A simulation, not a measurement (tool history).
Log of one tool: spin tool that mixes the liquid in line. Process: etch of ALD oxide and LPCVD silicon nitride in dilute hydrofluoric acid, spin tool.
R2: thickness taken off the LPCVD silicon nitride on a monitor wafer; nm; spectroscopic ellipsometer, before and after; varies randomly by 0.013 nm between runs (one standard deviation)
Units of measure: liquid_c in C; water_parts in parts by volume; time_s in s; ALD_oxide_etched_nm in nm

{"run": 1, "hour": 0.0, "liquid_c": 24, "water_parts": 85, "time_s": 45, "ALD_oxide_etched_nm": 7.4139, "R2": 0.33145}
{"run": 2, "hour": 3.7, "liquid_c": 22, "water_parts": 90, "time_s": 45, "ALD_oxide_etched_nm": 6.5158, "R2": 0.21188}
{"run": 3, "hour": 10.7, "liquid_c": 22, "water_parts": 100, "time_s": 45, "ALD_oxide_etched_nm": 5.7562, "R2": 0.20735}
{"run": 4, "hour": 15.9, "liquid_c": 21, "water_parts": 100, "time_s": 45, "ALD_oxide_etched_nm": 5.5454, "R2": 0.22962}
{"run": 5, "hour": 23.5, "liquid_c": 19.5, "water_parts": 100, "time_s": 45, "ALD_oxide_etched_nm": 5.1855, "R2": 0.18776}
{"run": 6, "hour": 31.1, "liquid_c": 20.5, "water_parts": 100, "time_s": 45, "ALD_oxide_etched_nm": 5.4001, "R2": 0.16735}

Forecast run 7:
{"run": 7, "hour": 34.3, "liquid_c": 20, "water_parts": 100, "time_s": 45, "ALD_oxide_etched_nm": "?", "R2": "?"}

ALD_oxide_etched_nm: 5.325 nm
R2: 0.19617 nm
